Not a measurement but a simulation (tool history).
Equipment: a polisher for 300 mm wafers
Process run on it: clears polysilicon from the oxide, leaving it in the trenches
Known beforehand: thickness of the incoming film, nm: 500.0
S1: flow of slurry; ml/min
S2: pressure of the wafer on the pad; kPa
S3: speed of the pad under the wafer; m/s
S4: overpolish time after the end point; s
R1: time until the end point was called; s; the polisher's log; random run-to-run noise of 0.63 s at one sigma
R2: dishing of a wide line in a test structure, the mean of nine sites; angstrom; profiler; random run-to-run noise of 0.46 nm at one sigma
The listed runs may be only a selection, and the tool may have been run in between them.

run  hour   S1    S2    S3  S4      R1      R2
  1   0.0  265  20.7  0.88   9  41.532  406.73
  2   3.0  265  20.7  1.10   9  34.010  445.05
  3   4.0  195  20.7  1.10   9  35.397  427.98
  4  12.4  195  24.1  1.10   9  30.082  427.59
  5  15.6  190  23.4  0.98   8  34.882  402.42
  6  24.4  185  22.8  0.88   7  40.531  379.67

Run 7, settings as shown, results not yet in. Your forecast:
  7  29.9  180  22.8  0.80   6   ?   ?

R1: 44.360 s
R2: 338.66 angstrom

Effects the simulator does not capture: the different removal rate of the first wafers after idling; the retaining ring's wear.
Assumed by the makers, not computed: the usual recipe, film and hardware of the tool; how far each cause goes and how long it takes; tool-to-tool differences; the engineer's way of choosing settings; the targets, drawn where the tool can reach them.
